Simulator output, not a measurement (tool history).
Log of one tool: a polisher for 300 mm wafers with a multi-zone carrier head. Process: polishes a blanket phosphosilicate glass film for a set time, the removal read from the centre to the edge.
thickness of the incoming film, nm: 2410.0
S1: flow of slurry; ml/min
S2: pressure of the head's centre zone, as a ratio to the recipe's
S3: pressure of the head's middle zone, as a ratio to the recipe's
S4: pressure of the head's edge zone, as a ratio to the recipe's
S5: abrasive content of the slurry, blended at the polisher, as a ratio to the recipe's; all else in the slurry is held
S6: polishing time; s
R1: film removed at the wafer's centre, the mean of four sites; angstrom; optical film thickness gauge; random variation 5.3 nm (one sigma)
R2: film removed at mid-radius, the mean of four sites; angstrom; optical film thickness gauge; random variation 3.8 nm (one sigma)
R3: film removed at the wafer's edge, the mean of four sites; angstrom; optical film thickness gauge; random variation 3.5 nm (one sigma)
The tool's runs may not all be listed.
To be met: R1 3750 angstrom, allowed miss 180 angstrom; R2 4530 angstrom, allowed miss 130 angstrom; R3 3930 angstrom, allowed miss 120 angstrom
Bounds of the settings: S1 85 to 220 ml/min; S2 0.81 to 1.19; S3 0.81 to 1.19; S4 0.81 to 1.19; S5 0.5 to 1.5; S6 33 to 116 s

run	day	S1	S2	S3	S4	S5	S6	R1	R2	R3
1	0	140	1	1	1	1	74	6182.6	6238.9	6229.4
2	0.033	135	0.98	1.02	0.97	0.9	72	5510	5792.6	5649
3	0.212	135	0.97	1.04	0.94	0.8	71	5186.1	5595.6	5244.9
4	0.567	135	1.02	1.04	0.94	0.8	71	5413.1	5606.7	5198.7
5	0.933	135	1.02	0.98	0.94	0.8	71	5421.1	5341.9	5221.9
6	1.221	130	0.99	1	0.92	0.75	70	5012	5046.1	4902.5
7	1.258	125	0.96	1.03	0.9	0.7	70	4730.9	5051.2	4705.9
8	1.496	120	0.94	1.04	0.88	0.65	70	4314.4	4880.5	4525
9	1.567	115	0.94	1.05	0.86	0.6	70	4199.1	4624.3	4295.6
# day 1.783: edge zone pressure recalibrated
10	1.783	115	0.94	1.05	0.86	0.6	70	4082.1	4664.9	4044.7
11	1.871	110	0.93	1.05	0.86	0.6	70	3996.4	4629.9	4049.3
12	2.162	110	0.92	1.05	0.86	0.6	70	3909.2	4579.1	4083.3

4 next moves are on the table. One of them brings every result within its allowed miss. Which?
A	2.454	125	0.89	1.06	0.86	0.6	66	?	?	?
B	2.454	115	0.91	1.02	0.86	0.6	66	?	?	?
C	2.454	100	0.89	0.99	0.92	0.65	68	?	?	?
D	2.454	160	0.89	0.97	0.88	0.55	65	?	?	?

move	R1	R2	R3
A	3802.4	4522.6	3875.6
B	3789.5	4279.9	3817.8
C	3771.5	4275.7	4057.1
D	3821.3	4189.1	3842.8
A: meets every target
B: brings the result that was furthest off to its target, and leaves another outside
C: further off than the last run
D: brings the result that was furthest off to its target, and leaves another outside
The right move is A.

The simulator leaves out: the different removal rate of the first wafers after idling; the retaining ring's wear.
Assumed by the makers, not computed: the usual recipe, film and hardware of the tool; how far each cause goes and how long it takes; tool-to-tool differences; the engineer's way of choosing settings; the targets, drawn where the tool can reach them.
